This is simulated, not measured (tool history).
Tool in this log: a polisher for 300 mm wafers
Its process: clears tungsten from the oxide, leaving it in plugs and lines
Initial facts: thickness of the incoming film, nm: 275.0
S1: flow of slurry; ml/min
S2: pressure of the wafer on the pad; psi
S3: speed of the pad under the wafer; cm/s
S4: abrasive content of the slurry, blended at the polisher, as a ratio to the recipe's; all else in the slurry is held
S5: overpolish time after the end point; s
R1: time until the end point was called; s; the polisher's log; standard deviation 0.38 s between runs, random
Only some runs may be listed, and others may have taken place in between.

| run | hour | S1 | S2 | S3 | S4 | S5 | R1 |
|---|---|---|---|---|---|---|---|
| 1 | 0 | 255 | 2.9 | 98 | 1 | 5 | 64.814 |
| 2 | 6.1 | 255 | 2.6 | 98 | 1 | 5 | 72.378 |
| 3 | 12.9 | 290 | 2.6 | 98 | 1 | 5 | 71.374 |
| 4 | 13.9 | 290 | 3 | 98 | 1 | 5 | 63.126 |
| 5 | 18.9 | 290 | 2.5 | 98 | 1 | 5 | 74.97 |
| 6 | 27.6 | 290 | 2.5 | 98 | 0.9 | 5 | 76.24 |
| 7 | 29.8 | 290 | 3 | 98 | 0.9 | 5 | 63.563 |

Run 8, settings as shown, results not yet in. Your forecast:
| 8 | 32.5 | 295 | 3.8 | 100 | 0.9 | 5 | ? |

Run 8 gave R1 49.624 s.

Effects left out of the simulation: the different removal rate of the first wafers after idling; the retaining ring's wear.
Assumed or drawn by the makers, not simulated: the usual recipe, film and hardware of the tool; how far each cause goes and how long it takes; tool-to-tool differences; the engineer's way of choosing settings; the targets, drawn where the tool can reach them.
